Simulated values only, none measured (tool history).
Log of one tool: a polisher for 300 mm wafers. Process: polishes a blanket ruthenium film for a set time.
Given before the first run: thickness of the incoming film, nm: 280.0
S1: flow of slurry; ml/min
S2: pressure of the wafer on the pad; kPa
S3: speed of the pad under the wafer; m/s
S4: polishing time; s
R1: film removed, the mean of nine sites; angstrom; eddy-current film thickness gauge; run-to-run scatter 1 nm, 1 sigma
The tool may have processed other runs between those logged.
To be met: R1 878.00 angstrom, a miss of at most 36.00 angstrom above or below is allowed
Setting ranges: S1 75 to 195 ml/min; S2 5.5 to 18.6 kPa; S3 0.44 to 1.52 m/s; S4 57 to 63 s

run 1 day=0.000 | S1=125 S2=11.7 S3=0.98 S4=63 | R1=636.34
run 2 day=0.350 | S1=105 S2=11.7 S3=0.98 S4=63 | R1=603.96
run 3 day=0.379 | S1=125 S2=11.7 S3=0.98 S4=63 | R1=624.11
run 4 day=0.450 | S1=110 S2=11.7 S3=0.98 S4=63 | R1=606.64
run 5 day=0.788 | S1=110 S2=13.1 S3=0.98 S4=63 | R1=678.49
run 6 day=0.992 | S1=120 S2=13.8 S3=0.98 S4=63 | R1=725.36
-- day=1.062 head pressure recalibrated
run 7 day=1.062 | S1=130 S2=16.5 S3=1.00 S4=63 | R1=929.91
run 8 day=1.429 | S1=125 S2=16.5 S3=1.00 S4=63 | R1=948.28

4 candidate next runs follow, results not yet known. Just one meets every target within its allowed miss. Identify it.
run A day=1.796 | S1=145 S2=15.9 S3=0.96 S4=61 | R1=?
run B day=1.796 | S1=125 S2=17.9 S3=0.94 S4=63 | R1=?
run C day=1.796 | S1=105 S2=15.9 S3=1.16 S4=60 | R1=?
run D day=1.796 | S1=95 S2=17.9 S3=0.94 S4=57 | R1=?

move=A R1=871.40
move=B R1=965.93
move=C R1=962.09
move=D R1=818.71
A: each result inside its tolerance
B: further off than the last run
C: further off than the last run
D: takes the biggest miss from the last run beyond its target
Go with A: it meets all targets.
